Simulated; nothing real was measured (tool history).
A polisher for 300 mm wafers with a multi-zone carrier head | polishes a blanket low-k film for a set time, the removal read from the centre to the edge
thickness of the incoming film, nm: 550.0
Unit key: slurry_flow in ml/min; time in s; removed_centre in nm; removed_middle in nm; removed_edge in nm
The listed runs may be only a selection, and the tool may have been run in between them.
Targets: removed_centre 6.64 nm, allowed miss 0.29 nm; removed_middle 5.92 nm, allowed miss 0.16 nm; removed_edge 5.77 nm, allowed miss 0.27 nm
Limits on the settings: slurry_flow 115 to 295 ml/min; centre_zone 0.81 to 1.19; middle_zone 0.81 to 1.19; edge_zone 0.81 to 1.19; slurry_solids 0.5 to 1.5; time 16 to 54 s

Run 1, day 0: slurry_flow 190 ml/min, centre_zone 1, middle_zone 1, edge_zone 1, slurry_solids 1, time 35 s. Result: removed_centre 8.1887 nm, removed_middle 8.3462 nm, removed_edge 8.056 nm.
Run 2, day 0.204: slurry_flow 190 ml/min, centre_zone 1, middle_zone 1.06, edge_zone 1, slurry_solids 1, time 35 s. Result: removed_centre 8.2299 nm, removed_middle 8.5766 nm, removed_edge 8.3424 nm.
Run 3, day 0.308: slurry_flow 190 ml/min, centre_zone 1, middle_zone 1.06, edge_zone 1, slurry_solids 1, time 29 s. Result: removed_centre 6.8036 nm, removed_middle 7.1926 nm, removed_edge 6.8143 nm.
Run 4, day 0.35: slurry_flow 210 ml/min, centre_zone 1, middle_zone 1.06, edge_zone 1, slurry_solids 1, time 29 s. Result: removed_centre 7.1212 nm, removed_middle 7.2343 nm, removed_edge 6.8354 nm.
Run 5, day 0.725: slurry_flow 210 ml/min, centre_zone 1, middle_zone 1.06, edge_zone 0.95, slurry_solids 1, time 29 s. Result: removed_centre 6.9507 nm, removed_middle 7.2304 nm, removed_edge 6.7078 nm.
Run 6, day 0.758: slurry_flow 210 ml/min, centre_zone 1, middle_zone 1.06, edge_zone 0.95, slurry_solids 0.8, time 29 s. Result: removed_centre 6.4177 nm, removed_middle 6.8081 nm, removed_edge 6.1507 nm.
Run 7, day 1.058: slurry_flow 205 ml/min, centre_zone 1.03, middle_zone 1.01, edge_zone 0.96, slurry_solids 0.8, time 29 s. Result: removed_centre 6.7738 nm, removed_middle 6.6793 nm, removed_edge 6.4198 nm.
Run 8, day 1.4: slurry_flow 215 ml/min, centre_zone 1.04, middle_zone 0.97, edge_zone 0.93, slurry_solids 0.7, time 29 s. Result: removed_centre 6.6137 nm, removed_middle 6.2817 nm, removed_edge 6.1123 nm.
Run 9, day 1.671: slurry_flow 215 ml/min, centre_zone 1.05, middle_zone 0.95, edge_zone 0.9, slurry_solids 0.7, time 29 s. Result: removed_centre 6.8679 nm, removed_middle 6.2009 nm, removed_edge 5.939 nm.
Run 10, day 2: slurry_flow 210 ml/min, centre_zone 1.05, middle_zone 0.94, edge_zone 0.9, slurry_solids 0.7, time 29 s. Result: removed_centre 6.598 nm, removed_middle 6.1123 nm, removed_edge 5.9068 nm.
Run 11, day 2.204: slurry_flow 210 ml/min, centre_zone 1.06, middle_zone 0.93, edge_zone 0.89, slurry_solids 0.7, time 29 s. Result: removed_centre 6.6006 nm, removed_middle 6.1647 nm, removed_edge 5.8803 nm.

Which one of the following 4 next-run settings gets every result inside its allowed miss? There is exactly one.
Run A, day 2.408: slurry_flow 230 ml/min, centre_zone 1.1, middle_zone 0.95, edge_zone 0.95, slurry_solids 0.65, time 28 s. Result: removed_centre ?, removed_middle ?, removed_edge ?.
Run B, day 2.408: slurry_flow 175 ml/min, centre_zone 1.12, middle_zone 1.03, edge_zone 0.81, slurry_solids 0.9, time 27 s. Result: removed_centre ?, removed_middle ?, removed_edge ?.
Run C, day 2.408: slurry_flow 175 ml/min, centre_zone 1.02, middle_zone 1.02, edge_zone 0.88, slurry_solids 0.75, time 29 s. Result: removed_centre ?, removed_middle ?, removed_edge ?.
Run D, day 2.408: slurry_flow 155 ml/min, centre_zone 1.04, middle_zone 0.97, edge_zone 0.94, slurry_solids 0.55, time 33 s. Result: removed_centre ?, removed_middle ?, removed_edge ?.

move  removed_centre  removed_middle  removed_edge
   A          6.5486          5.9529        5.8574
   B          6.7064          6.3079        5.5608
   C          6.2829          6.4197         5.904
   D          6.5801          6.4292        6.3144
A: in spec on every target
B: further off than the last run
C: further off than the last run
D: further off than the last run
Answer: A
